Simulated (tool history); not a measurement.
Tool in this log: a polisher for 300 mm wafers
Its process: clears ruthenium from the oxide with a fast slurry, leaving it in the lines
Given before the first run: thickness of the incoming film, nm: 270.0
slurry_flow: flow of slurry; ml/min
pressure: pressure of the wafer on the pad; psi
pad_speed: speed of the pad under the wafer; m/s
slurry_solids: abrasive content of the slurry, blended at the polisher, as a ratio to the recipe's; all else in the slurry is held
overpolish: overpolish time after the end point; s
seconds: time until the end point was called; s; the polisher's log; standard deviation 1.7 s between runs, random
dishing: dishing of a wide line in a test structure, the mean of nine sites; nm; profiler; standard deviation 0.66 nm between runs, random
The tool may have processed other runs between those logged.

{"run": 1, "day": 0.0, "slurry_flow": 315, "pressure": 2.0, "pad_speed": 0.92, "slurry_solids": 1.0, "overpolish": 27, "seconds": 97.962, "dishing": 51.035}
{"run": 2, "day": 0.25, "slurry_flow": 315, "pressure": 1.9, "pad_speed": 0.92, "slurry_solids": 1.0, "overpolish": 28, "seconds": 100.51, "dishing": 49.926}
{"run": 3, "day": 0.429, "slurry_flow": 315, "pressure": 1.8, "pad_speed": 0.92, "slurry_solids": 1.0, "overpolish": 29, "seconds": 103.84, "dishing": 50.269}
{"run": 4, "day": 0.675, "slurry_flow": 315, "pressure": 1.7, "pad_speed": 0.92, "slurry_solids": 1.0, "overpolish": 30, "seconds": 105.76, "dishing": 50.923}
{"run": 5, "day": 0.9, "slurry_flow": 315, "pressure": 2.2, "pad_speed": 0.92, "slurry_solids": 1.0, "overpolish": 30, "seconds": 91.719, "dishing": 58.495}
{"run": 6, "day": 1.1, "slurry_flow": 315, "pressure": 2.2, "pad_speed": 1.02, "slurry_solids": 1.0, "overpolish": 30, "seconds": 83.184, "dishing": 62.79}
{"run": 7, "day": 1.158, "slurry_flow": 315, "pressure": 2.1, "pad_speed": 1.0, "slurry_solids": 1.0, "overpolish": 31, "seconds": 89.599, "dishing": 60.651}
{"run": 8, "day": 1.5, "slurry_flow": 315, "pressure": 2.0, "pad_speed": 1.0, "slurry_solids": 1.0, "overpolish": 31, "seconds": 91.825, "dishing": 60.914}

Expected results for the next run?
{"day": 1.704, "done": "slurry blender recalibrated"}
{"run": 9, "day": 1.704, "slurry_flow": 315, "pressure": 1.9, "pad_speed": 1.0, "slurry_solids": 1.0, "overpolish": 31, "seconds": "?", "dishing": "?"}

seconds: 85.836 s
dishing: 62.452 nm
